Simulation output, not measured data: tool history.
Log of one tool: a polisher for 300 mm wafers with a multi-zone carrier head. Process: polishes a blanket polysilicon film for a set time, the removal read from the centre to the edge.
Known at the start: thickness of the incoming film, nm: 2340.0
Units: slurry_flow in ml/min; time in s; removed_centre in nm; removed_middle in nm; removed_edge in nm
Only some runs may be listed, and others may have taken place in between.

run	day	slurry_flow	centre_zone	middle_zone	edge_zone	time	removed_centre	removed_middle	removed_edge
1	0	240	1	1	1	64	371.44	364.43	367.69
2	0.054	240	1	1	0.93	64	374.15	361.22	369.75
3	0.354	240	1.05	1	0.93	64	384.42	361.45	363.48
4	0.642	240	1.05	0.94	0.93	64	383.92	352.75	358.54
5	0.967	225	1.05	0.92	0.95	63	379.93	331.94	355.92
6	1.017	225	0.97	0.92	0.95	63	346.28	328.61	357.67
7	1.083	220	0.97	0.91	0.95	62	344.88	324.37	343.91
8	1.2	210	0.97	0.9	0.97	62	340.51	319.46	351.63
9	1.492	205	0.97	0.89	0.97	62	333.48	317.58	340.34
10	1.642	215	0.97	0.88	0.97	61	335.51	309.12	344.33
11	1.867	210	0.97	0.87	0.97	61	332.62	304.4	350.1
12	2.092	205	0.97	0.86	0.96	61	332.05	307.49	343.95
13	2.15	205	0.97	0.85	0.96	60	326.45	292.96	345.21
14	2.388	200	0.97	0.85	0.96	60	322.52	292.37	332.31

Estimate the outcome of run 15 from the log above:
15	2.471	195	0.97	0.84	0.96	60	?	?	?

Run 15 yielded removed_centre 324 nm, removed_middle 290.19 nm, removed_edge 334.52 nm.
